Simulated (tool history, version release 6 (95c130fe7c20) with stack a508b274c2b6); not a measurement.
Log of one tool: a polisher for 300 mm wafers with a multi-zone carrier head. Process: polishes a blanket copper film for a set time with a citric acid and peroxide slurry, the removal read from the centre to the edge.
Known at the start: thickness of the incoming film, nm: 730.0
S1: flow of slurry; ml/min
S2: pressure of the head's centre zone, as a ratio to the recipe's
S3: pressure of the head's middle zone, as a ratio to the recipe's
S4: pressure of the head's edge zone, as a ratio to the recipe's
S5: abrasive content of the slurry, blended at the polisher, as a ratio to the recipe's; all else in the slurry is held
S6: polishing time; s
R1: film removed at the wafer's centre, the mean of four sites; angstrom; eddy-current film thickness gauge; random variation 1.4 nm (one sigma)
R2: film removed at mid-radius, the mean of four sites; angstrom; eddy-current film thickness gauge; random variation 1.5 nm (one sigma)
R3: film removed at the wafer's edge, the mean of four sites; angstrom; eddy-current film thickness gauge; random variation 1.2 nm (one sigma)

{"run": 1, "day": 0.0, "S1": 245, "S2": 1, "S3": 1, "S4": 1, "S5": 1, "S6": 87, "R1": 1620.7, "R2": 1687.7, "R3": 1635.3}
{"run": 2, "day": 0.175, "S1": 245, "S2": 1, "S3": 1.04, "S4": 1, "S5": 1, "S6": 87, "R1": 1621.8, "R2": 1711.6, "R3": 1655}
{"run": 3, "day": 0.454, "S1": 240, "S2": 1.01, "S3": 1.02, "S4": 0.96, "S5": 0.95, "S6": 87, "R1": 1601.5, "R2": 1647.6, "R3": 1593}
{"run": 4, "day": 0.479, "S1": 240, "S2": 1.01, "S3": 1.02, "S4": 0.96, "S5": 1.15, "S6": 87, "R1": 1676.4, "R2": 1715.8, "R3": 1683.5}
{"run": 5, "day": 0.8, "S1": 240, "S2": 1.01, "S3": 1.02, "S4": 0.91, "S5": 1.15, "S6": 87, "R1": 1703.4, "R2": 1723.4, "R3": 1632.3}
{"run": 6, "day": 1.025, "S1": 235, "S2": 1.01, "S3": 1.01, "S4": 0.89, "S5": 1.1, "S6": 87, "R1": 1655.9, "R2": 1698.6, "R3": 1596.4}
{"run": 7, "day": 1.062, "S1": 230, "S2": 1.02, "S3": 1, "S4": 0.87, "S5": 1.05, "S6": 87, "R1": 1624.3, "R2": 1651.4, "R3": 1553.5}
{"run": 8, "day": 1.275, "S1": 225, "S2": 1.03, "S3": 1, "S4": 0.86, "S5": 1, "S6": 87, "R1": 1662.4, "R2": 1624.9, "R3": 1522.8}

Run 9 comes next. What will it give?
{"run": 9, "day": 1.404, "S1": 220, "S2": 1.03, "S3": 1, "S4": 0.85, "S5": 0.95, "S6": 87, "R1": "?", "R2": "?", "R3": "?"}

R1: 1616 angstrom
R2: 1634 angstrom
R3: 1514 angstrom
